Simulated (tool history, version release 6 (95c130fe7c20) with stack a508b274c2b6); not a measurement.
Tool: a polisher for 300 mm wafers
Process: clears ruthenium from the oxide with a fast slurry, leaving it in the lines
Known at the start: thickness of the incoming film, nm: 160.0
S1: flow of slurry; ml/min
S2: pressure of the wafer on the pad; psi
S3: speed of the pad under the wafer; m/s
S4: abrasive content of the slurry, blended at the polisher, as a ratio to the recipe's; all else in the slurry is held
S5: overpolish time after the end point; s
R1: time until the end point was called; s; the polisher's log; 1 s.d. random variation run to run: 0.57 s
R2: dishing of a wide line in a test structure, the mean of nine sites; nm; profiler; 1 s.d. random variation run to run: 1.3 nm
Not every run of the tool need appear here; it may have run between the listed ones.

run	hour	S1	S2	S3	S4	S5	R1	R2
1	0	190	2.9	0.96	1	17	47.71	43.571
2	2.4	145	2.9	0.96	1	17	49.837	43.39
3	11	145	3.1	0.96	1	17	48.369	45.816
4	12.7	145	3.3	0.96	1	17	47.032	46.657
# hour 13.6: slurry blender recalibrated
5	13.6	145	3.4	0.98	1	17	40.422	53.099
6	18.9	145	3.5	0.98	1	17	39.108	52.966
7	26.2	145	3.5	0.98	1	17	39.356	54.665

Run 8 is up next; what results do you expect?
8	29.2	145	3.6	0.98	1	17	?	?

Run 8 yielded R1 38.254 s, R2 55.032 nm.
